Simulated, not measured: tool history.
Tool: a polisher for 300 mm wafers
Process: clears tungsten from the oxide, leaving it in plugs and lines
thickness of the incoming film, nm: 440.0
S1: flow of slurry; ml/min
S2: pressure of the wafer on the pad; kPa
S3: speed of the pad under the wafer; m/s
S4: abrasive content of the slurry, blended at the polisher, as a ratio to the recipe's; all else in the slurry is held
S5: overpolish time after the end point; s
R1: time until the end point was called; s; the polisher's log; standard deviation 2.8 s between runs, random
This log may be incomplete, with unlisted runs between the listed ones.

run,hour,S1,S2,S3,S4,S5,R1
1,0.0,130,20.7,1.32,1.0,33,88.668
2,5.7,130,22.8,1.32,1.0,33,80.128
3,12.5,130,22.8,1.32,1.0,33,83.880
4,14.7,130,22.8,1.52,1.0,33,71.522
5,21.9,130,22.8,1.52,1.0,35,70.525
6,25.1,130,22.8,1.52,1.0,35,68.857

The next listed run, before its measurement:
7,26.1,130,20.0,1.46,1.0,35,?

R1: 83.683 s

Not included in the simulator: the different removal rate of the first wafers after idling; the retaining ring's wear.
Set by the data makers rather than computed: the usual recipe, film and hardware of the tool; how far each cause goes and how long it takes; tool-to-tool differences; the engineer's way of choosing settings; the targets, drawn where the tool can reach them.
